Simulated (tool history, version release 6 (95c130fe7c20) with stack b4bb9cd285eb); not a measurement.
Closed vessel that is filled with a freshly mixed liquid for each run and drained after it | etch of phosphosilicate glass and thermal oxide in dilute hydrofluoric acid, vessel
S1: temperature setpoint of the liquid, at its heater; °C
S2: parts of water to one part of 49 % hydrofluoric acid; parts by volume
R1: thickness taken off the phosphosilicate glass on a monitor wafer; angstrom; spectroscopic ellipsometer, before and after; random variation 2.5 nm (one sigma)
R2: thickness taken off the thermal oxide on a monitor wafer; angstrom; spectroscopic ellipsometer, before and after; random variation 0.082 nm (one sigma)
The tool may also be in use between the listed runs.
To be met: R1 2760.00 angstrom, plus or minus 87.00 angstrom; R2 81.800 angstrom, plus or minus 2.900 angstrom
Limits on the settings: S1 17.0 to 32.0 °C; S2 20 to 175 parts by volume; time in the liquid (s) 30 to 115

{"run": 1, "hour": 0.0, "S1": 24.0, "S2": 95, "time in the liquid (s)": 60, "R1": 908.49, "R2": 27.192}
{"run": 2, "hour": 1.8, "S1": 24.0, "S2": 85, "time in the liquid (s)": 60, "R1": 1049.8, "R2": 30.356}
{"run": 3, "hour": 10.5, "S1": 24.0, "S2": 85, "time in the liquid (s)": 85, "R1": 1463.6, "R2": 43.58}
{"run": 4, "hour": 19.5, "S1": 24.0, "S2": 85, "time in the liquid (s)": 70, "R1": 1204.1, "R2": 36.086}
{"run": 5, "hour": 28.6, "S1": 24.0, "S2": 75, "time in the liquid (s)": 70, "R1": 1416.7, "R2": 41.397}
{"run": 6, "hour": 34.7, "S1": 26.5, "S2": 75, "time in the liquid (s)": 70, "R1": 1537.2, "R2": 45.658}
{"run": 7, "hour": 41.8, "S1": 28.0, "S2": 65, "time in the liquid (s)": 70, "R1": 1931.9, "R2": 56.634}
{"run": 8, "hour": 42.6, "S1": 32.0, "S2": 50, "time in the liquid (s)": 70, "R1": 2960.8, "R2": 87.967}
{"run": 9, "hour": 48.6, "S1": 32.0, "S2": 50, "time in the liquid (s)": 70, "R1": 2936.8, "R2": 87.984}
{"run": 10, "hour": 53.2, "S1": 31.5, "S2": 50, "time in the liquid (s)": 70, "R1": 2881.5, "R2": 85.621}
{"run": 11, "hour": 60.6, "S1": 31.0, "S2": 50, "time in the liquid (s)": 70, "R1": 2878.6, "R2": 84.997}

Consider the 4 candidate settings below. Which is the only one whose results all fall within their allowed miss of target?
{"run": "A", "hour": 68.0, "S1": 30.0, "S2": 35, "time in the liquid (s)": 45, "R1": "?", "R2": "?"}
{"run": "B", "hour": 68.0, "S1": 28.5, "S2": 50, "time in the liquid (s)": 75, "R1": "?", "R2": "?"}
{"run": "C", "hour": 68.0, "S1": 29.5, "S2": 45, "time in the liquid (s)": 60, "R1": "?", "R2": "?"}
{"run": "D", "hour": 68.0, "S1": 22.5, "S2": 20, "time in the liquid (s)": 40, "R1": "?", "R2": "?"}

move=A R1=2617.80 R2=76.769
move=B R1=2812.20 R2=82.469
move=C R1=2620.50 R2=76.847
move=D R1=3053.70 R2=89.551
A: takes the result that was furthest off past its target
B: all results in spec
C: takes the result that was furthest off past its target
D: moves away from the targets compared with the last run
Correct choice: B, which meets every target
